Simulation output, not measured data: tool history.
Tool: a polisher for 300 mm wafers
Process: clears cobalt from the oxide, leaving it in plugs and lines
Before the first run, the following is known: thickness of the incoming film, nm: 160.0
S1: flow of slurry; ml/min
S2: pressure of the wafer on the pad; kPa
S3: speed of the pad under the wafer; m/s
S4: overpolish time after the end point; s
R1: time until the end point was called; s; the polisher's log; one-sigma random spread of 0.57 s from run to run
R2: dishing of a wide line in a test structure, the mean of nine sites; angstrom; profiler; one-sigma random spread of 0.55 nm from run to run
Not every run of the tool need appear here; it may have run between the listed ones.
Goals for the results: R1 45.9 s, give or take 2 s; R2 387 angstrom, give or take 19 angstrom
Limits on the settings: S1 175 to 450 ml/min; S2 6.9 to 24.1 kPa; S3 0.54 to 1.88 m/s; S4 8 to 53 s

Run 1, hour 0: S1 290 ml/min, S2 15.2 kPa, S3 1.2 m/s, S4 27 s. Result: R1 29.697 s, R2 467.03 angstrom.
Run 2, hour 7.2: S1 290 ml/min, S2 13.8 kPa, S3 1.2 m/s, S4 24 s. Result: R1 32.507 s, R2 441.15 angstrom.
Run 3, hour 10.9: S1 290 ml/min, S2 13.1 kPa, S3 1.2 m/s, S4 23 s. Result: R1 33.784 s, R2 443.73 angstrom.
Run 4, hour 19.7: S1 290 ml/min, S2 12.4 kPa, S3 1.2 m/s, S4 21 s. Result: R1 35.403 s, R2 419.55 angstrom.
Run 5, hour 27.7: S1 290 ml/min, S2 12.4 kPa, S3 1.38 m/s, S4 21 s. Result: R1 31.604 s, R2 439.91 angstrom.
Run 6, hour 33.5: S1 290 ml/min, S2 12.4 kPa, S3 1.54 m/s, S4 21 s. Result: R1 27.459 s, R2 439.96 angstrom.
Run 7, hour 35.2: S1 290 ml/min, S2 12.4 kPa, S3 1.54 m/s, S4 21 s. Result: R1 28.364 s, R2 449.95 angstrom.
Run 8, hour 39.2: S1 290 ml/min, S2 11.7 kPa, S3 1.5 m/s, S4 20 s. Result: R1 30.124 s, R2 430.38 angstrom.
Run 9, hour 42.1: S1 290 ml/min, S2 11 kPa, S3 1.48 m/s, S4 20 s. Result: R1 31.64 s, R2 424.91 angstrom.
Run 10, hour 43.6: S1 290 ml/min, S2 10.3 kPa, S3 1.44 m/s, S4 20 s. Result: R1 35.574 s, R2 407.38 angstrom.
Run 11, hour 48.4: S1 290 ml/min, S2 9.7 kPa, S3 1.44 m/s, S4 21 s. Result: R1 37.366 s, R2 422.86 angstrom.
Run 12, hour 55.2: S1 290 ml/min, S2 9.7 kPa, S3 1.44 m/s, S4 21 s. Result: R1 37.878 s, R2 410.44 angstrom.
Run 13, hour 59: S1 290 ml/min, S2 9 kPa, S3 1.44 m/s, S4 21 s. Result: R1 39.196 s, R2 407.83 angstrom.
Run 14, hour 66.5: S1 290 ml/min, S2 8.3 kPa, S3 1.44 m/s, S4 21 s. Result: R1 42.494 s, R2 394.9 angstrom.

Below are 5 possible settings for the next run. Only one of them brings all results inside the allowed miss of their targets. Which is it?
Run A, hour 74: S1 285 ml/min, S2 9.7 kPa, S3 1.38 m/s, S4 25 s. Result: R1 ?, R2 ?.
Run B, hour 74: S1 315 ml/min, S2 7.6 kPa, S3 1.42 m/s, S4 22 s. Result: R1 ?, R2 ?.
Run C, hour 74: S1 295 ml/min, S2 9 kPa, S3 1.48 m/s, S4 22 s. Result: R1 ?, R2 ?.
Run D, hour 74: S1 295 ml/min, S2 9 kPa, S3 1.3 m/s, S4 30 s. Result: R1 ?, R2 ?.
Run E, hour 74: S1 315 ml/min, S2 9.7 kPa, S3 1.22 m/s, S4 27 s. Result: R1 ?, R2 ?.

move      R1      R2
   A  39.332  439.39
   B  46.448  394.43
   C  39.018  421.99
   D   44.27  448.52
   E  44.016     435
A: further off than the last run
B: each result inside its tolerance
C: further off than the last run
D: brings the result that was furthest off to its target, and leaves another outside
E: brings the result that was furthest off to its target, and leaves another outside
Correct choice: B, which meets every target
